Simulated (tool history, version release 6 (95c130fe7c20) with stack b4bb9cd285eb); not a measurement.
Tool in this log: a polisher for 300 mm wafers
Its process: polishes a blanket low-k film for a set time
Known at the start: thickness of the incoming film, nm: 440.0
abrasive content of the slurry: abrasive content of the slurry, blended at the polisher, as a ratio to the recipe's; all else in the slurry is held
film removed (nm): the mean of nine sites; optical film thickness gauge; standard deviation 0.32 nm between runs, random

| run | hour | flow of slurry (ml/min) | pressure of the wafer on the pad (psi) | speed of the pad under the wafer (cm/s) | abrasive content of the slurry | polishing time (s) | film removed (nm) |
|---|---|---|---|---|---|---|---|
| 1 | 0 | 265 | 1.6 | 78 | 1 | 68 | 19.348 |
| 2 | 7 | 210 | 1.6 | 78 | 1 | 68 | 18.455 |
| 3 | 14.3 | 225 | 1.7 | 78 | 1 | 68 | 19.611 |
| 4 | 21.5 | 240 | 1.8 | 78 | 1 | 68 | 19.943 |
| 5 | 25.3 | 240 | 1.8 | 78 | 1.15 | 68 | 21.95 |
|  | 26.4 | conditioning disc replaced and pad reconditioned |
| 6 | 26.4 | 240 | 1.6 | 78 | 1.15 | 68 | 24.355 |
| 7 | 34.2 | 250 | 1.6 | 80 | 1.15 | 68 | 24.702 |
| 8 | 35.3 | 265 | 1.6 | 82 | 1.15 | 68 | 25.709 |
| 9 | 38.5 | 275 | 1.6 | 82 | 1.15 | 68 | 25.589 |
| 10 | 44.4 | 285 | 1.6 | 82 | 1.15 | 68 | 26.168 |

The next listed run, before its measurement:
| 11 | 47.3 | 295 | 1.6 | 82 | 1.15 | 68 | ? |

Logged for run 11: film removed (nm) 26.383.
